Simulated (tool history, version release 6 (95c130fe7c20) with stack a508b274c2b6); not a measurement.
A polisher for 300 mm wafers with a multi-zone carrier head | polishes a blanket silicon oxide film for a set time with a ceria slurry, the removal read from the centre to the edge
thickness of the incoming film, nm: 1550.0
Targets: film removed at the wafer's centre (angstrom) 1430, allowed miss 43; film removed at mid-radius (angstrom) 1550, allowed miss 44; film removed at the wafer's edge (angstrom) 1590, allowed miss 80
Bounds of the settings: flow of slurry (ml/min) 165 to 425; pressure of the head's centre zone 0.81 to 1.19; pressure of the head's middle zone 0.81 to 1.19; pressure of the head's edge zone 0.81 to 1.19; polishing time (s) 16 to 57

| run | hour | flow of slurry (ml/min) | pressure of the head's centre zone | pressure of the head's middle zone | pressure of the head's edge zone | polishing time (s) | film removed at the wafer's centre (angstrom) | film removed at mid-radius (angstrom) | film removed at the wafer's edge (angstrom) |
|---|---|---|---|---|---|---|---|---|---|
| 1 | 0 | 275 | 1 | 1 | 1 | 36 | 1875.5 | 1900.1 | 1903.3 |
| 2 | 8.8 | 275 | 1.06 | 1 | 1 | 36 | 1949.1 | 1870.4 | 1865.8 |
| 3 | 13.6 | 270 | 1.02 | 0.99 | 0.98 | 35 | 1838.9 | 1799.4 | 1795.5 |
| 4 | 22.5 | 330 | 1.02 | 0.99 | 0.98 | 35 | 1893.4 | 1840.7 | 1835.5 |
| 5 | 30 | 330 | 1.02 | 0.99 | 1.01 | 35 | 1868 | 1825.3 | 1869.9 |
| 6 | 34.2 | 360 | 1.02 | 0.99 | 1.01 | 35 | 1874.5 | 1868.6 | 1952.2 |
| 7 | 36.1 | 285 | 0.92 | 0.9 | 0.92 | 33 | 1596 | 1614.4 | 1659.7 |
| 8 | 37.4 | 280 | 0.9 | 0.89 | 0.91 | 33 | 1603.2 | 1628.5 | 1657.4 |
| 9 | 45.6 | 275 | 0.88 | 0.88 | 0.91 | 33 | 1539.3 | 1607.9 | 1665.1 |
| 10 | 48.8 | 270 | 0.87 | 0.88 | 0.9 | 33 | 1549.3 | 1575.2 | 1656.2 |
| 11 | 55.2 | 270 | 0.86 | 0.89 | 0.9 | 33 | 1498.6 | 1612.1 | 1675.3 |

5 next moves are on the table. One of them brings every result within its allowed miss. Which?
| A | 61.6 | 240 | 0.89 | 0.96 | 0.96 | 31 | ? | ? | ? |
| B | 61.6 | 255 | 0.84 | 0.87 | 0.88 | 36 | ? | ? | ? |
| C | 61.6 | 390 | 0.86 | 0.88 | 0.96 | 33 | ? | ? | ? |
| D | 61.6 | 230 | 0.88 | 0.82 | 1.02 | 33 | ? | ? | ? |
| E | 61.6 | 305 | 0.96 | 0.97 | 0.85 | 31 | ? | ? | ? |

| move | film removed at the wafer's centre (angstrom) | film removed at mid-radius (angstrom) | film removed at the wafer's edge (angstrom) |
|---|---|---|---|
| A | 1418.2 | 1543.3 | 1600.9 |
| B | 1582.6 | 1704.3 | 1795.7 |
| C | 1539.3 | 1630.5 | 1761.9 |
| D | 1487.3 | 1494.5 | 1750.9 |
| E | 1547.8 | 1589 | 1540.5 |
A: meets every target
B: further off than the last run
C: further off than the last run
D: further off than the last run
E: further off than the last run
Answer: A
